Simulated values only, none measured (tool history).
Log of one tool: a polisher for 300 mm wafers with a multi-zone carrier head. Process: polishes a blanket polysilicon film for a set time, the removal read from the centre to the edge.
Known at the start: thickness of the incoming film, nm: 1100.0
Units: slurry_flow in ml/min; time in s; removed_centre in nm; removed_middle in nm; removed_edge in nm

run 1 day=0.000 | slurry_flow=140 centre_zone=1.00 middle_zone=1.00 edge_zone=1.00 time=38 | removed_centre=344.42 removed_middle=324.78 removed_edge=327.41
run 2 day=0.092 | slurry_flow=140 centre_zone=1.00 middle_zone=1.00 edge_zone=1.00 time=32 | removed_centre=285.97 removed_middle=268.30 removed_edge=271.66
run 3 day=0.146 | slurry_flow=140 centre_zone=0.97 middle_zone=1.00 edge_zone=1.00 time=32 | removed_centre=280.29 removed_middle=278.82 removed_edge=273.02
run 4 day=0.392 | slurry_flow=120 centre_zone=0.97 middle_zone=1.00 edge_zone=1.00 time=32 | removed_centre=270.87 removed_middle=264.48 removed_edge=266.63
-- day=0.438 centre zone pressure recalibrated
run 5 day=0.438 | slurry_flow=120 centre_zone=0.97 middle_zone=1.00 edge_zone=1.00 time=35 | removed_centre=274.04 removed_middle=292.33 removed_edge=291.54
run 6 day=0.721 | slurry_flow=120 centre_zone=0.97 middle_zone=0.93 edge_zone=1.00 time=35 | removed_centre=277.89 removed_middle=277.44 removed_edge=293.23

The next listed run, before its measurement:
run 7 day=1.000 | slurry_flow=115 centre_zone=0.98 middle_zone=0.91 edge_zone=0.99 time=33 | removed_centre=? removed_middle=? removed_edge=?

{"run 7": {"removed_centre": 264.37, "removed_middle": 250.13, "removed_edge": 272.64}}
